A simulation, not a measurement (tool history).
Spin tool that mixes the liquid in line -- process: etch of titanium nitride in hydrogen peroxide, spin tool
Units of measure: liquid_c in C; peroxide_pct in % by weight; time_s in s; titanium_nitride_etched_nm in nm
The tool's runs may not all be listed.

run  hour  liquid_c  peroxide_pct  time_s  titanium_nitride_etched_nm
  1     0        44            23     325                      6.5521
  2   2.6      42.5            23     325                       5.871
  3   9.5        39            23     325                      4.5472
  4    17        39            23     325                      4.5272
  5  21.2        39            27     325                      4.6706
  6  22.6      43.5            27     325                      6.5394
  7  28.2        42            27     325                      5.9593
  8  33.6      40.5            27     325                      5.3307
  9  42.2        39            27     325                      4.6883
 10  49.1        38            27     325                      4.2766
 11  53.9      37.5            27     325                      4.1056
 12  55.1        37            27     325                       4.013
 13  62.4      36.5            27     325                      3.7938

Predict the results of run 14:
 14  68.9        36            27     325                           ?

Run 14 came out at titanium_nitride_etched_nm 3.6836 nm.

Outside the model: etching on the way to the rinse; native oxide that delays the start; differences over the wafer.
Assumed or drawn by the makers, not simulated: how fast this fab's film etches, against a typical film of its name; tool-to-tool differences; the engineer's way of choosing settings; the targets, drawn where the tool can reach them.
